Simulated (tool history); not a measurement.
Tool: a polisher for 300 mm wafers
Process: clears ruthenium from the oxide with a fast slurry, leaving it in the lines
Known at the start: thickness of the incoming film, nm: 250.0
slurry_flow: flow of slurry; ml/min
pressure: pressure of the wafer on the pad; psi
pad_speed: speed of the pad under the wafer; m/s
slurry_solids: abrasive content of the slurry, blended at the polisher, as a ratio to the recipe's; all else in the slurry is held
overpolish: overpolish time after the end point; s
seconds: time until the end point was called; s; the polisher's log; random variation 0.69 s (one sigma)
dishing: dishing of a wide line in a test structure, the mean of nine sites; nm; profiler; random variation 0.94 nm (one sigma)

| run | hour | slurry_flow | pressure | pad_speed | slurry_solids | overpolish | seconds | dishing |
|---|---|---|---|---|---|---|---|---|
| 1 | 0.0 | 260 | 1.9 | 1.16 | 1.0 | 8 | 75.591 | 25.038 |
| 2 | 8.9 | 285 | 1.9 | 1.16 | 1.0 | 8 | 76.335 | 24.724 |
| 3 | 15.3 | 285 | 2.1 | 1.18 | 1.0 | 8 | 68.812 | 26.379 |
| 4 | 18.2 | 285 | 2.2 | 1.24 | 1.0 | 8 | 64.093 | 28.728 |
| 5 | 24.8 | 285 | 2.6 | 1.24 | 1.0 | 8 | 57.602 | 33.172 |
| 6 | 32.9 | 335 | 2.6 | 1.24 | 1.0 | 8 | 54.824 | 32.370 |
| 7 | 41.3 | 330 | 2.6 | 1.30 | 1.0 | 8 | 51.795 | 35.216 |
| 8 | 42.4 | 330 | 2.6 | 1.34 | 1.0 | 8 | 50.931 | 34.763 |
| 9 | 48.8 | 325 | 2.6 | 1.38 | 1.0 | 8 | 49.128 | 37.197 |
| 10 | 56.4 | 320 | 2.6 | 1.40 | 1.0 | 8 | 49.843 | 36.799 |

Forecast run 11:
| 11 | 61.6 | 320 | 2.7 | 1.44 | 1.0 | 8 | ? | ? |

Run 11 gave seconds 45.134 s, dishing 40.344 nm.

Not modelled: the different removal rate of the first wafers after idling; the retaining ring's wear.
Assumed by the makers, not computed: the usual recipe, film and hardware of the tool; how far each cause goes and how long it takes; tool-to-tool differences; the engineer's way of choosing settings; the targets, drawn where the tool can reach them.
